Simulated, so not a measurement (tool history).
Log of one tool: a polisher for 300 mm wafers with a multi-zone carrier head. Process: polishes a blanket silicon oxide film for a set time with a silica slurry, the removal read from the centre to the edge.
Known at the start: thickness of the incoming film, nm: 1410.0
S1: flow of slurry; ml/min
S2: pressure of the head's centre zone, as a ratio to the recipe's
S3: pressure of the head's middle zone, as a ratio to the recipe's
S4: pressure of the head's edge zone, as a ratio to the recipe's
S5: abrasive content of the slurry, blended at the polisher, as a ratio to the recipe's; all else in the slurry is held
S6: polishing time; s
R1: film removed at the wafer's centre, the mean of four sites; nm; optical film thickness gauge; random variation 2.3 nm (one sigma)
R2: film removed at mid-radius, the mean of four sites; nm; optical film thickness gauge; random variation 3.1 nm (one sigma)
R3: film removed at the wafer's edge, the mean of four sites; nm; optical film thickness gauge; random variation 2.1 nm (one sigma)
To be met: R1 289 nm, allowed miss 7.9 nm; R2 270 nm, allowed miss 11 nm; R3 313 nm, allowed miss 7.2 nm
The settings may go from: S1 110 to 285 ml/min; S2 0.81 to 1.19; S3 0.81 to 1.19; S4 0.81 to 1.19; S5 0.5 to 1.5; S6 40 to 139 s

run 1 hour=0 | S1=180 S2=1 S3=1 S4=1 S5=1 S6=89 | R1=475.67 R2=494.59 R3=493.15
run 2 hour=6.9 | S1=180 S2=1 S3=1 S4=1 S5=1 S6=67 | R1=367.41 R2=369.95 R3=374.04
run 3 hour=10.2 | S1=170 S2=0.98 S3=0.97 S4=0.98 S5=0.95 S6=67 | R1=344.16 R2=343.02 R3=356.18
run 4 hour=13.4 | S1=160 S2=0.96 S3=0.94 S4=0.96 S5=0.95 S6=67 | R1=337.81 R2=328.26 R3=353.01
run 5 hour=18.6 | S1=155 S2=0.94 S3=0.92 S4=0.94 S5=0.95 S6=67 | R1=325.03 R2=325.21 R3=348.31
run 6 hour=20.4 | S1=155 S2=0.94 S3=0.92 S4=1.02 S5=0.95 S6=67 | R1=318.27 R2=322.79 R3=364.98
run 7 hour=21.2 | S1=150 S2=0.93 S3=0.9 S4=0.99 S5=0.95 S6=67 | R1=322.23 R2=315.23 R3=356.09
run 8 hour=24.8 | S1=120 S2=0.84 S3=0.81 S4=0.9 S5=0.8 S6=67 | R1=252.82 R2=259.79 R3=310.72
run 9 hour=29.4 | S1=130 S2=0.86 S3=0.81 S4=0.9 S5=0.8 S6=67 | R1=260.32 R2=265.25 R3=310.94
run 10 hour=37 | S1=135 S2=0.88 S3=0.81 S4=0.91 S5=0.8 S6=67 | R1=277.63 R2=263.17 R3=314.89

5 next moves are on the table. One of them brings every result within its allowed miss. Which?
run A hour=44.6 | S1=120 S2=0.92 S3=0.83 S4=0.91 S5=0.85 S6=64 | R1=? R2=? R3=?
run B hour=44.6 | S1=130 S2=0.95 S3=0.85 S4=0.95 S5=0.75 S6=68 | R1=? R2=? R3=?
run C hour=44.6 | S1=140 S2=0.9 S3=0.81 S4=0.89 S5=1 S6=60 | R1=? R2=? R3=?
run D hour=44.6 | S1=125 S2=0.91 S3=0.86 S4=0.96 S5=0.75 S6=68 | R1=? R2=? R3=?
run E hour=44.6 | S1=110 S2=0.88 S3=0.82 S4=0.89 S5=0.8 S6=69 | R1=? R2=? R3=?

move=A R1=267.74 R2=262.61 R3=299.64
move=B R1=286.45 R2=276.79 R3=313.88
move=C R1=273.57 R2=267.29 R3=304.32
move=D R1=271.55 R2=276.62 R3=313.11
move=E R1=262.01 R2=266.74 R3=306.77
A: further off than the last run
B: meets every target
C: further off than the last run
D: further off than the last run
E: further off than the last run
The right move is B.

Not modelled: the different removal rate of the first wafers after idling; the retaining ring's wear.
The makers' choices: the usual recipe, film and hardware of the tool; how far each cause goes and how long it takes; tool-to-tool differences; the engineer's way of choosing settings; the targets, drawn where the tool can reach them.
